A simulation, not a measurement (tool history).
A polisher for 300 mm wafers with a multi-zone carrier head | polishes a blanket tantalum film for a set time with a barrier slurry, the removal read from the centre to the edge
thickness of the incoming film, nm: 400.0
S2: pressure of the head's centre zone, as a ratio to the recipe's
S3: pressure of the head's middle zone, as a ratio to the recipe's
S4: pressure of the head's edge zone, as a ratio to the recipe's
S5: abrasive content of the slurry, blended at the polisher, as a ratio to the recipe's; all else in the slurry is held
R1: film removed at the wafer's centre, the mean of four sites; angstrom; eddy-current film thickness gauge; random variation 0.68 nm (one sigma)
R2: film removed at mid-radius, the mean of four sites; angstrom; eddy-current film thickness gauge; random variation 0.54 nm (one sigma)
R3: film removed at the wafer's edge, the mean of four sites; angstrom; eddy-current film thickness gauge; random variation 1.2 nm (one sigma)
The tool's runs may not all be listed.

Run 1, hour 0.0: flow of slurry (ml/min) 135, S2 1.00, S3 1.00, S4 1.00, S5 1.00, polishing time (s) 33. Result: R1 674.44 angstrom, R2 683.19 angstrom, R3 664.58 angstrom.
Run 2, hour 6.4: flow of slurry (ml/min) 145, S2 1.02, S3 1.02, S4 1.05, S5 1.15, polishing time (s) 33. Result: R1 729.35 angstrom, R2 732.61 angstrom, R3 707.69 angstrom.
Run 3, hour 13.8: flow of slurry (ml/min) 150, S2 1.02, S3 1.02, S4 1.09, S5 1.25, polishing time (s) 34. Result: R1 776.85 angstrom, R2 782.30 angstrom, R3 775.32 angstrom.
Run 4, hour 20.8: flow of slurry (ml/min) 150, S2 1.02, S3 1.02, S4 1.09, S5 1.35, polishing time (s) 34. Result: R1 790.28 angstrom, R2 787.48 angstrom, R3 801.64 angstrom.
Run 5, hour 25.2: flow of slurry (ml/min) 150, S2 0.97, S3 1.02, S4 1.09, S5 1.35, polishing time (s) 34. Result: R1 753.00 angstrom, R2 797.31 angstrom, R3 782.05 angstrom.
Run 6, hour 28.8: flow of slurry (ml/min) 160, S2 0.99, S3 1.03, S4 1.12, S5 1.40, polishing time (s) 34. Result: R1 793.06 angstrom, R2 822.14 angstrom, R3 824.12 angstrom.
Run 7, hour 33.6: flow of slurry (ml/min) 170, S2 1.00, S3 1.04, S4 1.14, S5 1.40, polishing time (s) 34. Result: R1 800.99 angstrom, R2 833.77 angstrom, R3 828.28 angstrom.
Run 8, hour 40.5: flow of slurry (ml/min) 170, S2 1.02, S3 1.05, S4 1.15, S5 1.45, polishing time (s) 34. Result: R1 827.02 angstrom, R2 847.12 angstrom, R3 844.48 angstrom.
Run 9, hour 46.0: flow of slurry (ml/min) 175, S2 1.03, S3 1.05, S4 1.16, S5 1.45, polishing time (s) 34. Result: R1 840.68 angstrom, R2 851.84 angstrom, R3 869.46 angstrom.
Run 10, hour 50.8: flow of slurry (ml/min) 180, S2 1.04, S3 1.06, S4 1.16, S5 1.45, polishing time (s) 34. Result: R1 838.95 angstrom, R2 853.90 angstrom, R3 856.81 angstrom.
Run 11, hour 52.7: flow of slurry (ml/min) 180, S2 1.05, S3 1.07, S4 1.17, S5 1.45, polishing time (s) 34. Result: R1 852.64 angstrom, R2 867.71 angstrom, R3 866.29 angstrom.

Forecast run 12:
Run 12, hour 55.2: flow of slurry (ml/min) 185, S2 1.06, S3 1.07, S4 1.18, S5 1.45, polishing time (s) 34. Result: R1 ?, R2 ?, R3 ?.

Run 12 gave R1 874.61 angstrom, R2 871.86 angstrom, R3 845.78 angstrom.

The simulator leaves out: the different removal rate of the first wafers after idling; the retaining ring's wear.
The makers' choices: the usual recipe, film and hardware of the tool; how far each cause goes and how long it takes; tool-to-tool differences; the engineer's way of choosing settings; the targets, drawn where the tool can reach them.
